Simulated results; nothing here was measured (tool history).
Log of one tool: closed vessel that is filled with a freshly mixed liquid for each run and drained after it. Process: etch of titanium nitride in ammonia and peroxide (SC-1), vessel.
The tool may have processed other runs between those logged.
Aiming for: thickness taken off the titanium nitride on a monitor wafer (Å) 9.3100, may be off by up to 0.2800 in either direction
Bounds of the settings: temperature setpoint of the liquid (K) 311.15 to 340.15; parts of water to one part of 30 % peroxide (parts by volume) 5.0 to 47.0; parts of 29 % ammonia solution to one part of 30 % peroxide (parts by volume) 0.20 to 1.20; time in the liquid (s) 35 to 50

| run | hour | temperature setpoint of the liquid (K) | parts of water to one part of 30 % peroxide (parts by volume) | parts of 29 % ammonia solution to one part of 30 % peroxide (parts by volume) | time in the liquid (s) | thickness taken off the titanium nitride on a monitor wafer (Å) |
|---|---|---|---|---|---|---|
| 1 | 0.0 | 324.15 | 26.0 | 0.75 | 50 | 20.6410 |
| 2 | 8.9 | 322.65 | 26.0 | 0.75 | 50 | 18.6090 |
| 3 | 11.9 | 321.15 | 26.0 | 0.75 | 50 | 16.5660 |
| 4 | 15.9 | 320.15 | 26.0 | 0.75 | 50 | 15.4430 |
| 5 | 22.5 | 319.15 | 26.0 | 0.75 | 50 | 14.4090 |
| 6 | 29.8 | 319.15 | 26.0 | 0.55 | 50 | 13.5910 |
| 7 | 37.8 | 318.65 | 26.0 | 0.55 | 50 | 13.3010 |
| 8 | 42.6 | 318.15 | 26.0 | 0.55 | 50 | 12.5960 |
| 9 | 48.9 | 317.65 | 26.0 | 0.55 | 50 | 12.3300 |
| 10 | 50.4 | 317.15 | 26.0 | 0.55 | 50 | 11.7520 |
| 11 | 54.4 | 316.65 | 26.0 | 0.55 | 50 | 11.3110 |
| 12 | 62.6 | 316.15 | 26.0 | 0.55 | 50 | 10.9350 |
| 13 | 70.6 | 315.65 | 26.0 | 0.55 | 50 | 10.5300 |
| 14 | 76.1 | 314.65 | 26.0 | 0.55 | 50 | 9.7611 |

Exactly one of the 5 candidate moves below puts every result within its allowed miss. Which one?
| A | 81.6 | 317.65 | 36.0 | 0.60 | 50 | ? |
| B | 81.6 | 318.15 | 30.5 | 0.25 | 50 | ? |
| C | 81.6 | 314.65 | 24.0 | 0.55 | 45 | ? |
| D | 81.6 | 317.15 | 25.0 | 0.25 | 50 | ? |
| E | 81.6 | 313.65 | 19.5 | 0.40 | 50 | ? |

| move | thickness taken off the titanium nitride on a monitor wafer (Å) |
|---|---|
| A | 10.2440 |
| B | 9.8659 |
| C | 9.1832 |
| D | 10.2890 |
| E | 10.0330 |
A: the biggest miss grows against the last run
B: the biggest miss grows against the last run
C: hits every target within its allowed miss
D: the biggest miss grows against the last run
E: the biggest miss grows against the last run
The move that meets every target is C.
